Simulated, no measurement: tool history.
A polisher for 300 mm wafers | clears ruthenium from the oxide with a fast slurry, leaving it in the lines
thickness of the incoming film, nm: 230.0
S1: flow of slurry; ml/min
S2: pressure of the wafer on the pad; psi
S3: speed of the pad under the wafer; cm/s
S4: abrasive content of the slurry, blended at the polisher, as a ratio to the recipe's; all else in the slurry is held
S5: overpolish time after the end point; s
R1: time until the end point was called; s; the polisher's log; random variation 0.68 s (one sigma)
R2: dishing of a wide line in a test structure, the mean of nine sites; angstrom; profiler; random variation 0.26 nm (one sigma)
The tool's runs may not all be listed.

run,hour,S1,S2,S3,S4,S5,R1,R2
1,0,140,2.8,108,1,11,64.18,340.28
2,6.2,150,2.7,108,1,9,66.647,281.96
3,8.7,150,2.7,88,1,9,79.704,237.08
4,15.7,185,2.7,88,1,9,78.039,247.18
5,24.1,185,2.7,88,1.2,9,72.844,255.17
6,32.8,185,2.7,102,1.2,9,62.885,288.52

The next listed run, before its measurement:
7,41.5,165,2.4,102,1.2,6,?,?

Run 7 gave R1 72.366 s, R2 182.73 angstrom.

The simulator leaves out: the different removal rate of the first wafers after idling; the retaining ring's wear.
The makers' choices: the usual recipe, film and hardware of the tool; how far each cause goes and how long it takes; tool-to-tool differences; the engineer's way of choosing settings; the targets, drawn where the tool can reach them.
